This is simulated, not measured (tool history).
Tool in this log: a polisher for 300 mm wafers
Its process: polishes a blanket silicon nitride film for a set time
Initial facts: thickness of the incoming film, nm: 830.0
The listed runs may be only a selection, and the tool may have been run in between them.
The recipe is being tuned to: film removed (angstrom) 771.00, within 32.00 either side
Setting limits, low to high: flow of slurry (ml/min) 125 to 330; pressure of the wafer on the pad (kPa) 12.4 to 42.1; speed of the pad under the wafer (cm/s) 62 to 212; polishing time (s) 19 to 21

run    day  flow of slurry (ml/min)  pressure of the wafer on the pad (kPa)  speed of the pad under the wafer (cm/s)  polishing time (s)  film removed (angstrom)
  1  0.000                      210                                    26.9                                      136                  21                   577.14
  2  0.338                      210                                    26.9                                      166                  21                   681.63
  3  0.696                      210                                    26.9                                      166                  21                   690.15
  4  1.000                      210                                    27.6                                      166                  21                   694.58
  5  1.279                      175                                    27.6                                      166                  21                   678.93
  6  1.396                      180                                    28.3                                      166                  21                   692.56
  7  1.604                      185                                    29.0                                      166                  21                   711.57
  8  1.954                      190                                    29.6                                      166                  21                   719.81

Exactly one of the 4 candidate moves below puts every result within its allowed miss. Which one?
  A  2.304                      180                                    36.5                                      142                  21                        ?
  B  2.304                      215                                    26.9                                      190                  19                        ?
  C  2.304                      205                                    30.3                                      152                  21                        ?
  D  2.304                      190                                    22.8                                      194                  21                        ?

move  film removed (angstrom)
   A                   751.54
   B                   682.75
   C                   692.29
   D                   659.58
A: every result within its allowed miss
B: moves away from the targets compared with the last run
C: moves away from the targets compared with the last run
D: moves away from the targets compared with the last run
The move that meets every target is A.
